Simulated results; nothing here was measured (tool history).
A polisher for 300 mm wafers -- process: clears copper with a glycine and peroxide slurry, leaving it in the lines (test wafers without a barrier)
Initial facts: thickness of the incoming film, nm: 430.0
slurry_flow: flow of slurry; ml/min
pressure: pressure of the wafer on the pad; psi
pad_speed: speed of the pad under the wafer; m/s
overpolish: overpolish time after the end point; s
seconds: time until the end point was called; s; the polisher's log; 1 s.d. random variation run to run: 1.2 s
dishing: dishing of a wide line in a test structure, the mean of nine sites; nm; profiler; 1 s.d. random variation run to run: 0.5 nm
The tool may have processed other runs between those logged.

{"run": 1, "hour": 0.0, "slurry_flow": 250, "pressure": 2.7, "pad_speed": 0.88, "overpolish": 14, "seconds": 102.04, "dishing": 45.585}
{"run": 2, "hour": 4.1, "slurry_flow": 250, "pressure": 2.4, "pad_speed": 0.88, "overpolish": 12, "seconds": 108.04, "dishing": 37.792}
{"run": 3, "hour": 8.8, "slurry_flow": 250, "pressure": 2.1, "pad_speed": 0.88, "overpolish": 11, "seconds": 114.87, "dishing": 32.29}
{"run": 4, "hour": 17.6, "slurry_flow": 250, "pressure": 2.1, "pad_speed": 0.98, "overpolish": 11, "seconds": 107, "dishing": 35.659}
{"run": 5, "hour": 22.8, "slurry_flow": 250, "pressure": 2.1, "pad_speed": 1.12, "overpolish": 11, "seconds": 94.828, "dishing": 38.774}
{"run": 6, "hour": 27.1, "slurry_flow": 245, "pressure": 1.8, "pad_speed": 1.06, "overpolish": 11, "seconds": 106.24, "dishing": 33.225}
{"run": 7, "hour": 29.1, "slurry_flow": 240, "pressure": 1.6, "pad_speed": 1.02, "overpolish": 11, "seconds": 115.24, "dishing": 31.119}
{"run": 8, "hour": 37.3, "slurry_flow": 240, "pressure": 1.5, "pad_speed": 0.98, "overpolish": 11, "seconds": 123.61, "dishing": 29.418}

The next listed run, before its measurement:
{"run": 9, "hour": 39.5, "slurry_flow": 240, "pressure": 1.4, "pad_speed": 0.96, "overpolish": 11, "seconds": "?", "dishing": "?"}

seconds: 128.2 s
dishing: 28.127 nm
